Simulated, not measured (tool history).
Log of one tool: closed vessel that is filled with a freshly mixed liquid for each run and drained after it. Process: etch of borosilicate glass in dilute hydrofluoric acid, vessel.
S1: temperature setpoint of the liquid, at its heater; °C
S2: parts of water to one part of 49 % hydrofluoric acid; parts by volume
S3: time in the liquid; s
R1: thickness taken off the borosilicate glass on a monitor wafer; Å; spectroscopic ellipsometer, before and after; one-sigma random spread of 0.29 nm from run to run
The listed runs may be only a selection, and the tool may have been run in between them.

run 1 hour=0 | S1=26 S2=190 S3=100 | R1=216.4
run 2 hour=1.5 | S1=28 S2=175 S3=100 | R1=259.26
run 3 hour=9.8 | S1=28 S2=175 S3=110 | R1=285.24
run 4 hour=11.8 | S1=28 S2=175 S3=110 | R1=287.11
run 5 hour=20 | S1=28 S2=175 S3=110 | R1=286.7
run 6 hour=23.1 | S1=28 S2=175 S3=100 | R1=257.25

What does the tool deliver on the next run?
run 7 hour=25.1 | S1=28 S2=175 S3=100 | R1=?

{"run 7": {"R1": 257.48}}
